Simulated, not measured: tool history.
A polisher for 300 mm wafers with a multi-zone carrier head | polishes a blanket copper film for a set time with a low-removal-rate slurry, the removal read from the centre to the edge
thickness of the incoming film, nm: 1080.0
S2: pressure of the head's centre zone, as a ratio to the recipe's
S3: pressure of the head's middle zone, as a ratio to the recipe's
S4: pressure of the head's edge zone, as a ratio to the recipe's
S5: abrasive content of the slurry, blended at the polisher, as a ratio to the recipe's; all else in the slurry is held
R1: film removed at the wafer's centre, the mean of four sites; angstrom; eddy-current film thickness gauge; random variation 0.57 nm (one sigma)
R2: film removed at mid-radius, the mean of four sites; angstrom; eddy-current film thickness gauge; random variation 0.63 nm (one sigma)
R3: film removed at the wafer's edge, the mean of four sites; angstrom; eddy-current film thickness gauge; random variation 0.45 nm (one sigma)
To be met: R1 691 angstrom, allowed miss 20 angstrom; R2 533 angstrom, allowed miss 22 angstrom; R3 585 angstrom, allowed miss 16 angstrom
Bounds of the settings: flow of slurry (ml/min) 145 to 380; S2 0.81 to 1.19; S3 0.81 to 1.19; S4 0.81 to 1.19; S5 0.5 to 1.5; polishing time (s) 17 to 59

run 1 hour=0 | flow_of_slurry_(ml/min)=245 S2=1 S3=1 S4=1 S5=1 polishing_time_(s)=38 | R1=720.24 R2=701.2 R3=702.99
run 2 hour=7.1 | flow_of_slurry_(ml/min)=205 S2=1 S3=1 S4=1 S5=1 polishing_time_(s)=38 | R1=699.2 R2=685.97 R3=687.97
run 3 hour=12.5 | flow_of_slurry_(ml/min)=205 S2=1 S3=1 S4=0.92 S5=1 polishing_time_(s)=38 | R1=697.5 R2=690.41 R3=646.84
run 4 hour=20.8 | flow_of_slurry_(ml/min)=200 S2=1.02 S3=0.95 S4=0.91 S5=0.95 polishing_time_(s)=38 | R1=702.21 R2=652.38 R3=644.74
run 5 hour=28.7 | flow_of_slurry_(ml/min)=195 S2=1.04 S3=0.91 S4=0.89 S5=0.9 polishing_time_(s)=38 | R1=693.26 R2=617.53 R3=625.32
run 6 hour=33.3 | flow_of_slurry_(ml/min)=190 S2=1.06 S3=0.88 S4=0.88 S5=0.85 polishing_time_(s)=38 | R1=696.14 R2=581.42 R3=606.76
run 7 hour=35.7 | flow_of_slurry_(ml/min)=185 S2=1.07 S3=0.86 S4=0.87 S5=0.85 polishing_time_(s)=38 | R1=696.9 R2=573.06 R3=599.73
run 8 hour=39.8 | flow_of_slurry_(ml/min)=180 S2=1.08 S3=0.85 S4=0.87 S5=0.85 polishing_time_(s)=38 | R1=711.77 R2=572.38 R3=605.91

Which of these 4 next moves meets every target?
run A hour=43.9 | flow_of_slurry_(ml/min)=175 S2=1.1 S3=0.88 S4=0.81 S5=0.9 polishing_time_(s)=39 | R1=? R2=? R3=?
run B hour=43.9 | flow_of_slurry_(ml/min)=145 S2=1.09 S3=0.81 S4=0.82 S5=0.55 polishing_time_(s)=46 | R1=? R2=? R3=?
run C hour=43.9 | flow_of_slurry_(ml/min)=145 S2=1.05 S3=0.92 S4=0.81 S5=0.7 polishing_time_(s)=43 | R1=? R2=? R3=?
run D hour=43.9 | flow_of_slurry_(ml/min)=165 S2=1.03 S3=0.89 S4=0.86 S5=0.85 polishing_time_(s)=42 | R1=? R2=? R3=?

move=A R1=740.88 R2=596.48 R3=601.03
move=B R1=696.12 R2=531.57 R3=583.53
move=C R1=685.67 R2=603.47 R3=592.31
move=D R1=723.76 R2=629.53 R3=647.09
A: further off than the last run
B: meets every target
C: further off than the last run
D: further off than the last run
Answer: B
